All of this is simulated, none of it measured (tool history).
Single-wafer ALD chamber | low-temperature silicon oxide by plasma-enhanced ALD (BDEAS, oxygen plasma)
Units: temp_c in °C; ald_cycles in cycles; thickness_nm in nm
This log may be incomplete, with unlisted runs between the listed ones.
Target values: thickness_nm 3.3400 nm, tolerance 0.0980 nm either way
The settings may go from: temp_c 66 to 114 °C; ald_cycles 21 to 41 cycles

run	hour	temp_c	ald_cycles	thickness_nm
1	0.0	90	31	4.7837
2	4.1	95	29	4.3612
3	10.2	98	28	4.1649
4	18.3	98	32	4.7779
5	23.5	100	30	4.4253
6	24.5	102	29	4.2836
7	28.7	103	28	4.1184
8	29.4	104	27	3.9398
9	32.2	105	26	3.7964
10	41.1	111	21	3.0307

Exercise: of the 5 proposed moves below, exactly one satisfies all targets within the stated allowed misses. Which move is it?
A	50.0	109	25	?
B	50.0	110	21	?
C	50.0	114	25	?
D	50.0	112	23	?
E	50.0	112	25	?

move	thickness_nm
A	3.6039
B	3.0209
C	3.5660
D	3.2946
E	3.5811
A: pushes the last run's worst result past its target
B: about the same distance from the targets as the last run
C: pushes the last run's worst result past its target
D: in spec on every target
E: pushes the last run's worst result past its target
Answer: D
